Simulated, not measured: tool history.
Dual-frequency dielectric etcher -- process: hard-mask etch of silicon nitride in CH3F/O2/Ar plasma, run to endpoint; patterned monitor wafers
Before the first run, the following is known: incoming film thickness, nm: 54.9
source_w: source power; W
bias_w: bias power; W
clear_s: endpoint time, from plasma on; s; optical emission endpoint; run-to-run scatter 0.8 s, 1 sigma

run 1 day=0 | source_w=360 bias_w=55 | clear_s=80.237
run 2 day=0.046 | source_w=410 bias_w=55 | clear_s=77.014
run 3 day=0.088 | source_w=390 bias_w=52 | clear_s=81.285
run 4 day=0.133 | source_w=390 bias_w=48 | clear_s=83.307
run 5 day=0.504 | source_w=340 bias_w=48 | clear_s=86.38
run 6 day=0.538 | source_w=340 bias_w=55 | clear_s=81.531
run 7 day=0.779 | source_w=330 bias_w=53 | clear_s=82.068

Estimate the outcome of run 8 from the log above:
run 8 day=0.896 | source_w=320 bias_w=51 | clear_s=?

{"run 8": {"clear_s": 86.087}}
